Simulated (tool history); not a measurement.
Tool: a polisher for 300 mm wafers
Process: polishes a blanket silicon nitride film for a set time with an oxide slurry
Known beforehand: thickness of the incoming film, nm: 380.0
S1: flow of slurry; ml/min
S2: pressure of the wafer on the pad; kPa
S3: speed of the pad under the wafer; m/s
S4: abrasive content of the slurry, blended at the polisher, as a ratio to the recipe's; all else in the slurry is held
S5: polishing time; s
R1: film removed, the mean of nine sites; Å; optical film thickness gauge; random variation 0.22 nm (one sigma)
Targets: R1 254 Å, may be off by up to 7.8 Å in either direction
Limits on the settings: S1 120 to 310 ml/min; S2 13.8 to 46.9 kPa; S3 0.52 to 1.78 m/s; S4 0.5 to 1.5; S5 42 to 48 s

run,hour,S1,S2,S3,S4,S5,R1
1,0,200,30.3,1.14,1,48,454.47
2,3.1,200,27.6,1.14,1,48,411.94
3,7.1,200,27.6,1.14,1,42,362.16
4,8.4,200,27.6,0.96,1,42,318.11
5,17.2,180,27.6,0.96,1,42,309.97
6,23.8,180,27.6,0.96,0.95,42,303.63
7,29.6,170,26.9,0.96,0.95,42,296.4
8,32.3,165,21.4,0.96,0.95,42,234.32
9,39,175,21.4,0.96,0.95,42,241.16
10,39.6,180,21.4,0.96,0.95,42,234.96
11,44.1,180,24.1,0.96,0.95,42,263.98

Consider the 5 candidate settings below. Which is the only one whose results all fall within their allowed miss of target?
A,48.6,185,22.1,0.84,1,47,?
B,48.6,120,22.1,1.04,1.25,42,?
C,48.6,300,22.8,0.9,0.95,46,?
D,48.6,175,22.1,1.14,0.9,42,?
E,48.6,205,20,1.04,0.9,48,?

move,R1
A,254.85
B,283.92
C,277.1
D,273.91
E,269.26
A: all results land within tolerance of their targets
B: moves away from the targets compared with the last run
C: moves away from the targets compared with the last run
D: moves away from the targets compared with the last run
E: moves away from the targets compared with the last run
The move that meets every target is A.

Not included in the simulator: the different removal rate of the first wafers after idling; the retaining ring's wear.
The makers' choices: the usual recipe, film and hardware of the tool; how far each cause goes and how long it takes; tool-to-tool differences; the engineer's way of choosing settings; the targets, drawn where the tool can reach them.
